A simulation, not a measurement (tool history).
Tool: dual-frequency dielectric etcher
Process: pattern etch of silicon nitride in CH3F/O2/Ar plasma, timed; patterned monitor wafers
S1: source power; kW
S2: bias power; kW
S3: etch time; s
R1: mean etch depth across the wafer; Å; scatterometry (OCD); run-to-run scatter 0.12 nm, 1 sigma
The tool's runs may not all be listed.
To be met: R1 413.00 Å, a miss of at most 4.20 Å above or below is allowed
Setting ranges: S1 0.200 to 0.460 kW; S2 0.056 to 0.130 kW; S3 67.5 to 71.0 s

run	day	S1	S2	S3	R1
1	0.000	0.330	0.093	67.5	479.65
2	0.275	0.330	0.102	67.5	494.37
3	0.454	0.300	0.100	67.5	471.24
4	0.529	0.300	0.100	71.0	497.31
5	0.875	0.300	0.100	67.5	470.84
6	1.204	0.300	0.100	71.0	495.79
7	1.238	0.280	0.098	71.0	477.96
8	1.496	0.260	0.097	71.0	460.18
9	1.725	0.250	0.096	71.0	452.06
10	1.971	0.240	0.095	71.0	445.08
11	2.083	0.230	0.094	71.0	431.57
# day 2.175: wet clean of the chamber
12	2.175	0.220	0.094	71.0	438.66
13	2.208	0.220	0.092	71.0	430.91
14	2.450	0.220	0.091	71.0	431.38
15	2.771	0.220	0.090	71.0	430.51
16	2.983	0.220	0.089	71.0	430.03
17	3.021	0.200	0.083	71.0	403.65

5 candidate next runs follow, results not yet known. Just one meets every target within its allowed miss. Identify it.
A	3.058	0.210	0.085	69.5	?
B	3.058	0.210	0.081	70.5	?
C	3.058	0.200	0.078	71.0	?
D	3.058	0.200	0.103	68.0	?
E	3.058	0.210	0.085	68.5	?

move	R1
A	406.82
B	406.21
C	395.65
D	415.92
E	400.96
A: closes in on the targets versus the last run, not all within tolerance yet
B: closes in on the targets versus the last run, not all within tolerance yet
C: misses by more than the last run did
D: all results land within tolerance of their targets
E: misses by more than the last run did
D meets every target.

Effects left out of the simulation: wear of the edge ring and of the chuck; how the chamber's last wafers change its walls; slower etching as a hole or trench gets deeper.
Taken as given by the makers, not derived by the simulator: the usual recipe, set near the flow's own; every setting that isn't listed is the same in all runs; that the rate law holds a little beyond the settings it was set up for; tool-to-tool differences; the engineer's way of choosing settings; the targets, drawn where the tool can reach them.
